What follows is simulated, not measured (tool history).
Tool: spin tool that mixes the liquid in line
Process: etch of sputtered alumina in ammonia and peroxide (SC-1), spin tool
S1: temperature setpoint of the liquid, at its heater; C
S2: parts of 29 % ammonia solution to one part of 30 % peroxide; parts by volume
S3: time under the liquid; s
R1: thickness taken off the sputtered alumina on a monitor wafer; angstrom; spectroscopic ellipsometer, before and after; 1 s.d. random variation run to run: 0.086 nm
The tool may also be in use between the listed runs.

| run | hour | S1 | S2 | S3 | R1 |
|---|---|---|---|---|---|
| 1 | 0 | 49 | 0.65 | 100 | 59.614 |
| 2 | 6.7 | 49 | 0.65 | 100 | 59.817 |
| 3 | 15 | 44.5 | 0.65 | 100 | 46.269 |
| 4 | 15.8 | 44.5 | 0.65 | 75 | 34.521 |
| 5 | 17.8 | 51 | 0.65 | 75 | 50.648 |
| 6 | 19.9 | 54 | 0.65 | 75 | 59.312 |
| 7 | 25.7 | 56.5 | 0.65 | 75 | 67.635 |

Forecast run 8:
| 8 | 26.4 | 58.5 | 0.65 | 75 | ? |

Run 8 produced R1 74.53 angstrom.

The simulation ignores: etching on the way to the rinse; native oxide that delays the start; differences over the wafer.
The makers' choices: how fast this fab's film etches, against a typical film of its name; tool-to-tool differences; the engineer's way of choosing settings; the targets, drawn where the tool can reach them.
